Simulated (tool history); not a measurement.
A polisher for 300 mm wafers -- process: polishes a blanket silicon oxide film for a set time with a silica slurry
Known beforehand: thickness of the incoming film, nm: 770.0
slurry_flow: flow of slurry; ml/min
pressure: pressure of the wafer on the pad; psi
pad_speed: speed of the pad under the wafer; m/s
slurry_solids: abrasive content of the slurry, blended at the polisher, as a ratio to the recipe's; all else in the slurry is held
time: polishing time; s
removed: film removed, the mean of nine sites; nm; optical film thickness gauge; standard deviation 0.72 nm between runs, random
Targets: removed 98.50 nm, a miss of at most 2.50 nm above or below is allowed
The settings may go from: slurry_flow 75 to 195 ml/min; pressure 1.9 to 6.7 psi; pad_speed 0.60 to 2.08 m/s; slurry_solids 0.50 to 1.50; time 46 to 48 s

Run 1, hour 0.0: slurry_flow 125 ml/min, pressure 4.3 psi, pad_speed 1.34 m/s, slurry_solids 1.00, time 46 s. Result: removed 142.57 nm.
Run 2, hour 2.1: slurry_flow 125 ml/min, pressure 4.3 psi, pad_speed 1.34 m/s, slurry_solids 1.20, time 46 s. Result: removed 150.29 nm.
Run 3, hour 4.0: slurry_flow 120 ml/min, pressure 4.0 psi, pad_speed 1.34 m/s, slurry_solids 1.20, time 46 s. Result: removed 135.44 nm.
Run 4, hour 9.3: slurry_flow 120 ml/min, pressure 3.1 psi, pad_speed 1.34 m/s, slurry_solids 1.20, time 46 s. Result: removed 107.67 nm.
Run 5, hour 18.2: slurry_flow 120 ml/min, pressure 3.1 psi, pad_speed 1.34 m/s, slurry_solids 1.20, time 48 s. Result: removed 113.03 nm.
Run 6, hour 23.3: slurry_flow 120 ml/min, pressure 4.0 psi, pad_speed 1.34 m/s, slurry_solids 1.20, time 48 s. Result: removed 143.58 nm.
Run 7, hour 25.9: slurry_flow 115 ml/min, pressure 3.8 psi, pad_speed 1.34 m/s, slurry_solids 1.20, time 48 s. Result: removed 134.10 nm.
Run 8, hour 33.5: slurry_flow 110 ml/min, pressure 3.6 psi, pad_speed 1.34 m/s, slurry_solids 1.20, time 48 s. Result: removed 128.73 nm.
Run 9, hour 42.4: slurry_flow 110 ml/min, pressure 3.4 psi, pad_speed 1.34 m/s, slurry_solids 1.20, time 48 s. Result: removed 122.05 nm.
Run 10, hour 48.1: slurry_flow 110 ml/min, pressure 3.2 psi, pad_speed 1.34 m/s, slurry_solids 1.20, time 48 s. Result: removed 114.16 nm.
Run 11, hour 52.3: slurry_flow 105 ml/min, pressure 3.1 psi, pad_speed 1.34 m/s, slurry_solids 1.20, time 48 s. Result: removed 108.26 nm.
Run 12, hour 56.4: slurry_flow 100 ml/min, pressure 3.1 psi, pad_speed 1.34 m/s, slurry_solids 1.20, time 48 s. Result: removed 108.68 nm.
Run 13, hour 64.3: slurry_flow 100 ml/min, pressure 3.1 psi, pad_speed 1.34 m/s, slurry_solids 1.20, time 48 s. Result: removed 109.31 nm.
Run 14, hour 66.2: slurry_flow 95 ml/min, pressure 3.0 psi, pad_speed 1.34 m/s, slurry_solids 1.20, time 48 s. Result: removed 105.41 nm.
Run 15, hour 70.5: slurry_flow 95 ml/min, pressure 3.0 psi, pad_speed 1.34 m/s, slurry_solids 1.20, time 48 s. Result: removed 104.26 nm.
At hour 77.5: slurry nozzle cleaned.
Run 16, hour 77.5: slurry_flow 95 ml/min, pressure 3.0 psi, pad_speed 1.34 m/s, slurry_solids 1.20, time 48 s. Result: removed 110.99 nm.
Run 17, hour 86.1: slurry_flow 95 ml/min, pressure 2.9 psi, pad_speed 1.34 m/s, slurry_solids 1.20, time 48 s. Result: removed 106.88 nm.
Run 18, hour 92.0: slurry_flow 95 ml/min, pressure 2.8 psi, pad_speed 1.34 m/s, slurry_solids 1.20, time 48 s. Result: removed 103.35 nm.

Pick the move, out of 4, that brings all results within their allowed miss; only one does.
Run A, hour 97.9: slurry_flow 80 ml/min, pressure 3.1 psi, pad_speed 1.34 m/s, slurry_solids 1.10, time 48 s. Result: removed ?.
Run B, hour 97.9: slurry_flow 85 ml/min, pressure 2.7 psi, pad_speed 1.34 m/s, slurry_solids 1.20, time 48 s. Result: removed ?.
Run C, hour 97.9: slurry_flow 100 ml/min, pressure 3.0 psi, pad_speed 1.22 m/s, slurry_solids 1.35, time 48 s. Result: removed ?.
Run D, hour 97.9: slurry_flow 85 ml/min, pressure 3.1 psi, pad_speed 1.30 m/s, slurry_solids 1.10, time 48 s. Result: removed ?.

move  removed
   A   108.88
   B    98.92
   C   109.35
   D   107.82
A: lands further from the targets than the last run did
B: hits every target within its allowed miss
C: lands further from the targets than the last run did
D: lands further from the targets than the last run did
The move that meets every target is B.
